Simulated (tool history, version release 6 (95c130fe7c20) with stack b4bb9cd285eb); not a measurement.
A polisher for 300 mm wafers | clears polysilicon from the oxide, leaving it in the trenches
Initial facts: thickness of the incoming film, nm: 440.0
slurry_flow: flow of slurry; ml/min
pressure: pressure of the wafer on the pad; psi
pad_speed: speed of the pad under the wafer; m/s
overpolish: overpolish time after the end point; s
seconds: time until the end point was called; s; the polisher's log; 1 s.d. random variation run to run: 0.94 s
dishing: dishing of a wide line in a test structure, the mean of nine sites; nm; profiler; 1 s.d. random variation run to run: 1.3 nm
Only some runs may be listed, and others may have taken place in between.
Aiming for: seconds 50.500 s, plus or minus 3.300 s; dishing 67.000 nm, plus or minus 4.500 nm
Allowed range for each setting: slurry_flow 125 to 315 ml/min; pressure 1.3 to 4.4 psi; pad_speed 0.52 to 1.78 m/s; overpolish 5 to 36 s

run	day	slurry_flow	pressure	pad_speed	overpolish	seconds	dishing
1	0.000	205	2.8	1.14	18	27.067	83.177
2	0.208	205	2.5	1.10	15	30.495	77.628
3	0.567	205	2.8	1.10	15	26.851	79.479
4	0.746	205	2.1	1.10	15	34.825	79.021
5	1.046	205	2.0	1.04	13	38.545	69.585
6	1.321	245	2.0	1.04	13	38.289	73.451
7	1.504	245	1.9	1.02	12	40.085	70.595
8	1.838	245	1.8	1.02	12	43.811	66.232
9	2.054	245	1.7	1.02	13	46.743	64.896
10	2.229	245	1.7	0.98	22	46.768	77.750
11	2.275	245	1.7	0.98	20	46.810	76.360
12	2.562	245	1.7	0.98	19	48.788	77.020
13	2.658	245	1.7	0.98	18	48.236	73.622
14	2.888	245	1.5	0.98	9	53.825	49.276
15	3.058	250	1.5	0.98	10	53.978	54.449
16	3.150	250	1.5	0.98	11	55.757	58.655
17	3.375	250	1.5	0.98	12	56.084	60.704

Which one of the following 4 next-run settings gets every result inside its allowed miss? There is exactly one.
A	3.600	205	2.0	0.70	22	?	?
B	3.600	255	1.7	0.74	14	?	?
C	3.600	215	1.8	1.08	17	?	?
D	3.600	310	1.5	1.02	14	?	?

move	seconds	dishing
A	57.465	78.597
B	61.940	63.525
C	41.628	80.048
D	50.258	70.053
A: misses by more than the last run did
B: misses by more than the last run did
C: takes the biggest miss from the last run beyond its target
D: meets every target
Move D is the one to make.

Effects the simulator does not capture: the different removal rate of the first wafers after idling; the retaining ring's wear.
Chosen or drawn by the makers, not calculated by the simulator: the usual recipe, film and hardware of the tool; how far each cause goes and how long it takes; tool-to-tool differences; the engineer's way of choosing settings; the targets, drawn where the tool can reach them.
